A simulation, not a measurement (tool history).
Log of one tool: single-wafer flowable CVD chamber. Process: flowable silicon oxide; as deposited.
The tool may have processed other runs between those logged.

| run | day | heater temperature setpoint (deg C) | chamber pressure (Pa) | RF power (kW) | deposition time (s) | mean film thickness on the monitor wafer (angstrom) |
|---|---|---|---|---|---|---|
| 1 | 0 | 100 | 91.5 | 1.68 | 1149 | 5420 |
| 2 | 0.192 | 98 | 91.5 | 1.68 | 1149 | 5742.2 |
| 3 | 0.308 | 98 | 91.5 | 1.77 | 1149 | 5827 |
| 4 | 0.475 | 104 | 91.5 | 1.77 | 1149 | 4899.1 |
| 5 | 0.504 | 104 | 91.5 | 1.77 | 1149 | 4897.7 |
| 6 | 0.771 | 104 | 91.5 | 1.575 | 1149 | 4722.2 |

Run 7 comes next. What will it give?
| 7 | 0.921 | 100 | 91.5 | 1.575 | 1149 | ? |

mean film thickness on the monitor wafer (angstrom): 5370.5
